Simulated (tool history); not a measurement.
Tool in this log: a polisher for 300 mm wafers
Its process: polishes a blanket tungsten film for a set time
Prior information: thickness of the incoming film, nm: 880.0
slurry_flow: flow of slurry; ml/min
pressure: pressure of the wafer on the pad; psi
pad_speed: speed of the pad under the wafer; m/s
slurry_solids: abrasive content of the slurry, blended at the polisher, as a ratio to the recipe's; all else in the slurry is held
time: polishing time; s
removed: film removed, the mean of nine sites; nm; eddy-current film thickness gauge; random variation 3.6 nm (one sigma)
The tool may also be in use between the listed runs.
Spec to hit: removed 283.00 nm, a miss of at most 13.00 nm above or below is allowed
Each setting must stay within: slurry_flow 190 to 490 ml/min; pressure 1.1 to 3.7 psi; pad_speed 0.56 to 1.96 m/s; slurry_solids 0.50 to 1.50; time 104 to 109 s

run 1 day=0.000 | slurry_flow=315 pressure=2.4 pad_speed=1.26 slurry_solids=1.00 time=104 | removed=308.61
run 2 day=0.283 | slurry_flow=315 pressure=2.4 pad_speed=1.06 slurry_solids=1.00 time=104 | removed=259.05
run 3 day=0.512 | slurry_flow=315 pressure=2.4 pad_speed=0.84 slurry_solids=1.00 time=104 | removed=212.30
run 4 day=0.696 | slurry_flow=315 pressure=2.0 pad_speed=0.84 slurry_solids=1.00 time=104 | removed=176.37
run 5 day=0.821 | slurry_flow=315 pressure=2.0 pad_speed=0.84 slurry_solids=1.00 time=104 | removed=173.54
run 6 day=0.996 | slurry_flow=315 pressure=2.0 pad_speed=0.56 slurry_solids=1.00 time=104 | removed=118.29
run 7 day=1.321 | slurry_flow=315 pressure=2.5 pad_speed=0.60 slurry_solids=1.00 time=104 | removed=158.22
run 8 day=1.488 | slurry_flow=315 pressure=2.9 pad_speed=0.62 slurry_solids=1.00 time=104 | removed=185.55
run 9 day=1.850 | slurry_flow=315 pressure=3.1 pad_speed=0.66 slurry_solids=1.00 time=104 | removed=209.81
run 10 day=2.146 | slurry_flow=315 pressure=3.3 pad_speed=0.68 slurry_solids=1.00 time=104 | removed=232.42
run 11 day=2.296 | slurry_flow=315 pressure=3.4 pad_speed=0.70 slurry_solids=1.00 time=104 | removed=241.95
run 12 day=2.525 | slurry_flow=315 pressure=3.5 pad_speed=0.72 slurry_solids=1.00 time=104 | removed=254.16

Pick the move, out of 4, that brings all results within their allowed miss; only one does.
run A day=2.754 | slurry_flow=390 pressure=3.0 pad_speed=0.84 slurry_solids=1.00 time=104 | removed=?
run B day=2.754 | slurry_flow=325 pressure=3.3 pad_speed=0.80 slurry_solids=0.95 time=104 | removed=?
run C day=2.754 | slurry_flow=255 pressure=3.1 pad_speed=0.90 slurry_solids=1.00 time=106 | removed=?
run D day=2.754 | slurry_flow=290 pressure=3.6 pad_speed=0.64 slurry_solids=1.10 time=108 | removed=?

move=A removed=256.24
move=B removed=259.19
move=C removed=276.46
move=D removed=246.65
A: an improvement on the last run, though not all results are within tolerance
B: an improvement on the last run, though not all results are within tolerance
C: each result inside its tolerance
D: further off than the last run
Correct choice: C, which meets every target
